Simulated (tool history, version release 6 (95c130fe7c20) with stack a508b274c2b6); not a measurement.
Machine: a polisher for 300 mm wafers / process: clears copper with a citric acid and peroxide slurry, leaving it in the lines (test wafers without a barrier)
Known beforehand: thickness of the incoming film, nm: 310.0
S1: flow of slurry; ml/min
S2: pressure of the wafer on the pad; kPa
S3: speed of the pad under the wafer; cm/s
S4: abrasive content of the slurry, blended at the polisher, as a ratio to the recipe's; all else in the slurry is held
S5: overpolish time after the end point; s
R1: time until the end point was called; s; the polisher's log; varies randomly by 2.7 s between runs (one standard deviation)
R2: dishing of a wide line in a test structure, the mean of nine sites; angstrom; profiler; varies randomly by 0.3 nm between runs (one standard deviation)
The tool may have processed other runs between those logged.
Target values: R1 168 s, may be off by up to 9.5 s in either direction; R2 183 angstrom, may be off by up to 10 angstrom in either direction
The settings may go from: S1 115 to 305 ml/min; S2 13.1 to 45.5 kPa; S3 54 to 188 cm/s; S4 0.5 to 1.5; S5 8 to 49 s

run,hour,S1,S2,S3,S4,S5,R1,R2
1,0,195,29,120,1,25,98.05,288.64
2,4.9,195,26.9,120,1,23,102.08,275.65
3,8.6,195,24.8,118,1,21,115.37,255.52
4,12.4,195,22.1,118,1,21,126.83,240.86
5,17.8,220,22.1,118,1,21,126.41,243.64
6,26.4,220,21.4,118,1,20,129.96,241.59
7,28,215,13.8,114,1,8,205.54,84.584
8,33.3,215,13.8,114,1,8,210.76,88.71
9,36.9,215,22.1,102,1,20,145.88,213.87
10,41.5,210,21.4,102,1,20,147.87,214.41
11,45,205,20.7,102,1,20,149.76,211.29
12,51,200,20,102,1,20,160.89,203.37
13,58.5,195,20,102,1,20,159.35,213.06
14,59.8,195,19.3,104,1,19,161.98,198.18

Pick the move, out of 4, that brings all results within their allowed miss; only one does.
A,61.1,205,17.9,100,1.15,27,?,?
B,61.1,175,16.5,120,1.05,17,?,?
C,61.1,250,21.4,88,1,24,?,?
D,61.1,185,17.9,106,0.95,23,?,?

move,R1,R2
A,172.94,234.16
B,163.12,183.37
C,165.12,226.63
D,171.61,215.02
A: lands further from the targets than the last run did
B: every result lands within tolerance
C: lands further from the targets than the last run did
D: lands further from the targets than the last run did
So the answer is move B, the one that meets all the targets.

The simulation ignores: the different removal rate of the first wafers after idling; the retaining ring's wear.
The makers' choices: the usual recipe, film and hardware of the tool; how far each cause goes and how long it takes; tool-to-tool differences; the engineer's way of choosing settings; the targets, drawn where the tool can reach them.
